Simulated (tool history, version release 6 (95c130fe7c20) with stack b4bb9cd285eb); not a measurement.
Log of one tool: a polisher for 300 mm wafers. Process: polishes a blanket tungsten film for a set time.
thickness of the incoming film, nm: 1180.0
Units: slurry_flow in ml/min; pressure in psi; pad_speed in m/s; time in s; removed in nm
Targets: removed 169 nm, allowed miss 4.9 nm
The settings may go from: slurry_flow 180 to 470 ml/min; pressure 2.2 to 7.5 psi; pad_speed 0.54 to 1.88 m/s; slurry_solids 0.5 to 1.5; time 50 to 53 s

{"run": 1, "hour": 0.0, "slurry_flow": 300, "pressure": 4.8, "pad_speed": 1.2, "slurry_solids": 1, "time": 50, "removed": 323.95}
{"run": 2, "hour": 8.2, "slurry_flow": 300, "pressure": 4.4, "pad_speed": 1.18, "slurry_solids": 1, "time": 50, "removed": 296.59}
{"run": 3, "hour": 9.1, "slurry_flow": 300, "pressure": 4.1, "pad_speed": 1.16, "slurry_solids": 1, "time": 50, "removed": 271.06}
{"run": 4, "hour": 17.4, "slurry_flow": 300, "pressure": 4.1, "pad_speed": 0.9, "slurry_solids": 1, "time": 50, "removed": 213}
{"run": 5, "hour": 21.8, "slurry_flow": 300, "pressure": 4.1, "pad_speed": 0.9, "slurry_solids": 1, "time": 53, "removed": 225.67}
{"run": 6, "hour": 27.6, "slurry_flow": 300, "pressure": 3.6, "pad_speed": 0.9, "slurry_solids": 1, "time": 53, "removed": 197.56}
{"run": 7, "hour": 30.2, "slurry_flow": 300, "pressure": 3.5, "pad_speed": 0.9, "slurry_solids": 1, "time": 53, "removed": 192.96}
{"run": 8, "hour": 35.7, "slurry_flow": 300, "pressure": 3.4, "pad_speed": 0.9, "slurry_solids": 1, "time": 53, "removed": 187.5}
{"run": 9, "hour": 41.1, "slurry_flow": 300, "pressure": 3.3, "pad_speed": 0.9, "slurry_solids": 1, "time": 53, "removed": 186.02}
{"run": 10, "hour": 46.2, "slurry_flow": 300, "pressure": 3.2, "pad_speed": 0.9, "slurry_solids": 1, "time": 53, "removed": 175.59}

Which of these 4 next moves meets every target?
{"run": "A", "hour": 51.3, "slurry_flow": 325, "pressure": 2.8, "pad_speed": 0.96, "slurry_solids": 0.95, "time": 50, "removed": "?"}
{"run": "B", "hour": 51.3, "slurry_flow": 280, "pressure": 3.3, "pad_speed": 0.86, "slurry_solids": 0.8, "time": 50, "removed": "?"}
{"run": "C", "hour": 51.3, "slurry_flow": 235, "pressure": 2.9, "pad_speed": 1.04, "slurry_solids": 0.7, "time": 53, "removed": "?"}
{"run": "D", "hour": 51.3, "slurry_flow": 305, "pressure": 4.5, "pad_speed": 0.58, "slurry_solids": 1.1, "time": 50, "removed": "?"}

move=A removed=157.26
move=B removed=157.4
move=C removed=169.06
move=D removed=157.56
A: takes the result that was furthest off past its target
B: takes the result that was furthest off past its target
C: meets every target
D: takes the result that was furthest off past its target
Move C is the one to make.
